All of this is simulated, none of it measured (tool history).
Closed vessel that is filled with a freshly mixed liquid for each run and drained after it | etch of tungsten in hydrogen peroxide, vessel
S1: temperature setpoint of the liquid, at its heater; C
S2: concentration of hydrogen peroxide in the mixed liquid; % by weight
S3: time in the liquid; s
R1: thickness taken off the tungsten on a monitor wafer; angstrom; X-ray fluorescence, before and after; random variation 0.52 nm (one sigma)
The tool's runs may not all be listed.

run 1 hour=0 | S1=51 S2=23 S3=30 | R1=549.71
run 2 hour=4.9 | S1=53 S2=23 S3=30 | R1=617.56
run 3 hour=9.8 | S1=47 S2=23 S3=30 | R1=432.13
run 4 hour=13.6 | S1=50 S2=23 S3=30 | R1=516.76
run 5 hour=17.4 | S1=50 S2=23 S3=30 | R1=520.23
run 6 hour=24.4 | S1=46.5 S2=23 S3=30 | R1=417.61

Run 7 comes next. What will it give?
run 7 hour=30.1 | S1=49.5 S2=23 S3=30 | R1=?

Run 7 gave R1 499.35 angstrom.
